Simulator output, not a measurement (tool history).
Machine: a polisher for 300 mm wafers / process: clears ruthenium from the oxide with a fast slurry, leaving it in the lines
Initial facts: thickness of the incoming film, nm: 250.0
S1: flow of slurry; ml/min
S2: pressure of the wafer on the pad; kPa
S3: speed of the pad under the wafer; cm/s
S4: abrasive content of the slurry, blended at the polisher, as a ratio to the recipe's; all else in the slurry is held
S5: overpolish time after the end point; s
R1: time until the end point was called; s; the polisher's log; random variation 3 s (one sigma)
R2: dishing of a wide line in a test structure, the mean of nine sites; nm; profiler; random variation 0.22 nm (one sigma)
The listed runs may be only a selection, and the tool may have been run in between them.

run	day	S1	S2	S3	S4	S5	R1	R2
1	0	275	21.4	90	1	25	62.655	66.226
2	0.217	210	21.4	90	1	25	64.167	61.658
3	0.379	200	19.3	80	0.95	22	81.107	48.906
4	0.55	200	19.3	80	0.95	13	82.686	32.021
5	0.592	200	23.4	80	0.95	13	67.008	36.408
6	0.933	195	22.1	72	0.85	12	83.98	29.125
7	0.983	165	17.2	46	0.6	8	202.75	8.9368

Forecast run 8:
8	1.217	175	18.6	46	0.6	8	?	?

R1: 189.75 s
R2: 9.5804 nm
